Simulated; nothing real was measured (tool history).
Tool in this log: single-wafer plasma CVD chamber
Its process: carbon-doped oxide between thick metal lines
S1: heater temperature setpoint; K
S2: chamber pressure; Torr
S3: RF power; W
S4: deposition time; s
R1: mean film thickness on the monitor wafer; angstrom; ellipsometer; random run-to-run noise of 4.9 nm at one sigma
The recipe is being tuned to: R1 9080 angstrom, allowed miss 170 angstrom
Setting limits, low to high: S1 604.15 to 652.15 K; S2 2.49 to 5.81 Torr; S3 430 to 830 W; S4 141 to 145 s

run,day,S1,S2,S3,S4,R1
1,0,628.15,4.15,630,141,7679.2
2,0.075,628.15,4.15,585,141,7415.2
3,0.45,626.15,4.38,620,141,7761.2
4,0.562,626.15,4.38,620,141,7816.9
5,0.758,626.15,4.38,670,141,8253.2
6,0.788,626.15,4.74,670,141,8339.6
7,1.062,624.15,4.89,675,141,8539.2
8,1.129,622.15,4.98,675,141,8497.4
9,1.288,622.15,5.09,685,141,8684.5
10,1.404,622.15,5.09,685,141,8655.1
11,1.521,621.15,5.2,690,141,8747.8
12,1.896,621.15,5.29,695,141,8831.3

Of the 4 settings listed for the next run, only one would bring every result within its allowed miss of target. Which one?
A,2.271,624.15,5.58,740,145,?
B,2.271,624.15,4.54,705,141,?
C,2.271,630.15,4.95,730,145,?
D,2.271,618.15,4.74,655,145,?

move,R1
A,9406.9
B,8568.3
C,8999.5
D,8643.3
A: moves the result that the last run missed by most past its target, out the other side
B: misses by more than the last run did
C: each result inside its tolerance
D: misses by more than the last run did
Go with C: it meets all targets.
